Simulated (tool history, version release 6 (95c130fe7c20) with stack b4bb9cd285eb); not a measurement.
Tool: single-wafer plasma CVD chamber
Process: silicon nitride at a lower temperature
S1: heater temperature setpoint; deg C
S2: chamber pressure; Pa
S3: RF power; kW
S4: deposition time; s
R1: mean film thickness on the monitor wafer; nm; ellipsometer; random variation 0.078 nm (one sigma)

run	hour	S1	S2	S3	S4	R1
1	0	350	255	0.395	11.1	16.013
2	7	350	255	0.355	11.1	15.311
3	12.7	358	255	0.355	11.1	15.125
4	18.6	357	281	0.375	11.1	15.779
5	23.8	356	297	0.395	11.1	16.423
6	31	356	309	0.41	11.1	16.79

Forecast run 7:
7	35	356	317	0.42	11.1	?

R1: 16.987 nm
